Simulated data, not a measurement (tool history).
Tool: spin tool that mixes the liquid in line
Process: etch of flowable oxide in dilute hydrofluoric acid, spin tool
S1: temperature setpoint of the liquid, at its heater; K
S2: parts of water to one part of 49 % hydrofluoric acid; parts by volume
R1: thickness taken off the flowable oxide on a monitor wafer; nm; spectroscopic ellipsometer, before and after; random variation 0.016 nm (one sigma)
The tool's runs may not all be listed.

{"run": 1, "hour": 0.0, "S1": 295.15, "S2": 285, "time under the liquid (s)": 35, "R1": 2.8218}
{"run": 2, "hour": 4.8, "S1": 296.65, "S2": 285, "time under the liquid (s)": 35, "R1": 3.0181}
{"run": 3, "hour": 5.9, "S1": 294.65, "S2": 315, "time under the liquid (s)": 35, "R1": 2.3992}
{"run": 4, "hour": 12.3, "S1": 293.15, "S2": 330, "time under the liquid (s)": 35, "R1": 2.2138}
{"run": 5, "hour": 20.4, "S1": 291.65, "S2": 330, "time under the liquid (s)": 35, "R1": 2.0304}
{"run": 6, "hour": 22.5, "S1": 291.65, "S2": 330, "time under the liquid (s)": 35, "R1": 2.0392}

Run 7 has not been measured yet. What should we expect?
{"run": 7, "hour": 28.7, "S1": 291.15, "S2": 340, "time under the liquid (s)": 35, "R1": "?"}

Run 7 came out at R1 1.9164 nm.
